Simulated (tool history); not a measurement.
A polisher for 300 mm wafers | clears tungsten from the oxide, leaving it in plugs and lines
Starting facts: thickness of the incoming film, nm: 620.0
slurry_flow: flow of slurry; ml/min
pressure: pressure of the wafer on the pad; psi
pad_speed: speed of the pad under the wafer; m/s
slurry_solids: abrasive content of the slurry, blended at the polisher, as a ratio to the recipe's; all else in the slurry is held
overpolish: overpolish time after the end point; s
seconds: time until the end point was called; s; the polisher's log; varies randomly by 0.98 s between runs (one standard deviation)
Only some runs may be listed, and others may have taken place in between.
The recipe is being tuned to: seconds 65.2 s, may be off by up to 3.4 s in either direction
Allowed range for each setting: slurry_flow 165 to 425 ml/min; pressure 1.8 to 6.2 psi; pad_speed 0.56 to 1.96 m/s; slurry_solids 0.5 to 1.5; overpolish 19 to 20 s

| run | hour | slurry_flow | pressure | pad_speed | slurry_solids | overpolish | seconds |
|---|---|---|---|---|---|---|---|
| 1 | 0 | 275 | 4 | 1.26 | 1 | 19 | 106.84 |
| 2 | 4.7 | 275 | 4.5 | 1.28 | 1 | 19 | 94.679 |
| 3 | 11 | 275 | 5 | 1.28 | 1 | 19 | 89.415 |
| 4 | 19.3 | 275 | 5.9 | 1.28 | 1 | 19 | 74.74 |
| 5 | 27.5 | 275 | 6 | 1.3 | 1 | 19 | 71.622 |
| 6 | 32.9 | 275 | 6 | 1.3 | 1 | 20 | 75.323 |
| 7 | 36.5 | 275 | 6 | 1.34 | 1 | 20 | 72.801 |
| 8 | 38.9 | 275 | 6 | 1.36 | 1 | 20 | 71.551 |
| 9 | 46.8 | 275 | 6 | 1.38 | 1 | 20 | 70.283 |

5 candidate next runs follow, results not yet known. Just one meets every target within its allowed miss. Identify it.
| A | 54.7 | 335 | 5.7 | 1.18 | 1.25 | 20 | ? |
| B | 54.7 | 255 | 5.4 | 1.44 | 0.95 | 20 | ? |
| C | 54.7 | 245 | 5.4 | 1.22 | 1.25 | 19 | ? |
| D | 54.7 | 240 | 6.2 | 1.22 | 1.1 | 19 | ? |
| E | 54.7 | 370 | 6.2 | 1.4 | 0.95 | 19 | ? |

| move | seconds |
|---|---|
| A | 80.857 |
| B | 76.525 |
| C | 84.243 |
| D | 77.642 |
| E | 67.858 |
A: its largest miss is bigger than the last run's
B: its largest miss is bigger than the last run's
C: its largest miss is bigger than the last run's
D: its largest miss is bigger than the last run's
E: in spec on every target
Go with E: it meets all targets.
